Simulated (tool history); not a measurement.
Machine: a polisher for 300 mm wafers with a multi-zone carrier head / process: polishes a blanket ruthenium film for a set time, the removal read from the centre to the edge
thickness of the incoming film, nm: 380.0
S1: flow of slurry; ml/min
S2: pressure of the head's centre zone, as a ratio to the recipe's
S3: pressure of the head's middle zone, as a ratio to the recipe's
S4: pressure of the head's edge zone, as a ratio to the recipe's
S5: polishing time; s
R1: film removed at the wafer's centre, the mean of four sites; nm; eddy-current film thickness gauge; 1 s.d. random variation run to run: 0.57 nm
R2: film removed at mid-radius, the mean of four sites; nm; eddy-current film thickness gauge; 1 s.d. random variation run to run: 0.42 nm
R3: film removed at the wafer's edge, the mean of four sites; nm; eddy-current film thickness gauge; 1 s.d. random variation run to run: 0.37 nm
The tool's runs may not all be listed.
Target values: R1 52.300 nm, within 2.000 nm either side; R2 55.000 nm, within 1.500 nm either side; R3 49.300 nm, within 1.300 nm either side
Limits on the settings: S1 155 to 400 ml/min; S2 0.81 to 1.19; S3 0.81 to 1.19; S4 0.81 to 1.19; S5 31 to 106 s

Run 1, hour 0.0: S1 255 ml/min, S2 1.00, S3 1.00, S4 1.00, S5 68 s. Result: R1 57.647 nm, R2 56.111 nm, R3 58.846 nm.
Run 2, hour 4.4: S1 255 ml/min, S2 1.00, S3 1.00, S4 1.07, S5 68 s. Result: R1 57.562 nm, R2 56.764 nm, R3 59.881 nm.
Run 3, hour 8.9: S1 255 ml/min, S2 1.01, S3 1.03, S4 1.04, S5 66 s. Result: R1 56.997 nm, R2 55.994 nm, R3 57.257 nm.
Run 4, hour 10.5: S1 255 ml/min, S2 0.97, S3 1.03, S4 1.04, S5 66 s. Result: R1 53.340 nm, R2 56.333 nm, R3 57.698 nm.
Run 5, hour 17.2: S1 250 ml/min, S2 0.98, S3 1.05, S4 1.01, S5 65 s. Result: R1 54.470 nm, R2 55.692 nm, R3 55.911 nm.
Run 6, hour 20.3: S1 250 ml/min, S2 0.98, S3 1.05, S4 1.01, S5 53 s. Result: R1 43.516 nm, R2 45.730 nm, R3 45.638 nm.
Run 7, hour 26.8: S1 260 ml/min, S2 0.99, S3 1.07, S4 1.03, S5 53 s. Result: R1 45.157 nm, R2 46.214 nm, R3 46.308 nm.
Run 8, hour 35.3: S1 260 ml/min, S2 0.99, S3 1.09, S4 1.02, S5 54 s. Result: R1 45.961 nm, R2 48.596 nm, R3 46.913 nm.
Run 9, hour 43.1: S1 260 ml/min, S2 0.99, S3 1.09, S4 1.02, S5 54 s. Result: R1 44.783 nm, R2 48.376 nm, R3 46.660 nm.
Run 10, hour 44.6: S1 270 ml/min, S2 1.01, S3 1.11, S4 1.03, S5 54 s. Result: R1 47.439 nm, R2 49.241 nm, R3 47.045 nm.
Run 11, hour 45.4: S1 280 ml/min, S2 1.01, S3 1.13, S4 1.04, S5 54 s. Result: R1 46.856 nm, R2 49.622 nm, R3 47.321 nm.
Run 12, hour 52.5: S1 280 ml/min, S2 1.02, S3 1.14, S4 1.03, S5 55 s. Result: R1 48.293 nm, R2 51.376 nm, R3 47.670 nm.
Run 13, hour 56.3: S1 285 ml/min, S2 1.03, S3 1.15, S4 1.04, S5 55 s. Result: R1 48.307 nm, R2 51.875 nm, R3 48.196 nm.
Run 14, hour 64.7: S1 290 ml/min, S2 1.04, S3 1.16, S4 1.04, S5 55 s. Result: R1 49.470 nm, R2 52.223 nm, R3 48.173 nm.
Run 15, hour 66.2: S1 295 ml/min, S2 1.04, S3 1.17, S4 1.04, S5 55 s. Result: R1 49.312 nm, R2 52.568 nm, R3 47.543 nm.

Exactly one of the 4 candidate moves below puts every result within its allowed miss. Which one?
Run A, hour 67.7: S1 315 ml/min, S2 1.13, S3 1.15, S4 0.96, S5 58 s. Result: R1 ?, R2 ?, R3 ?.
Run B, hour 67.7: S1 260 ml/min, S2 1.12, S3 1.17, S4 0.98, S5 58 s. Result: R1 ?, R2 ?, R3 ?.
Run C, hour 67.7: S1 305 ml/min, S2 1.08, S3 1.19, S4 1.07, S5 52 s. Result: R1 ?, R2 ?, R3 ?.
Run D, hour 67.7: S1 280 ml/min, S2 1.05, S3 1.17, S4 0.98, S5 58 s. Result: R1 ?, R2 ?, R3 ?.

move      R1      R2      R3
   A  57.187  55.418  49.866
   B  55.888  55.532  49.856
   C  48.887  51.071  47.028
   D  52.663  55.833  50.047
A: corrects the largest miss of the last run, while another result sits out of spec
B: corrects the largest miss of the last run, while another result sits out of spec
C: moves away from the targets compared with the last run
D: in spec on every target
Correct choice: D, which meets every target
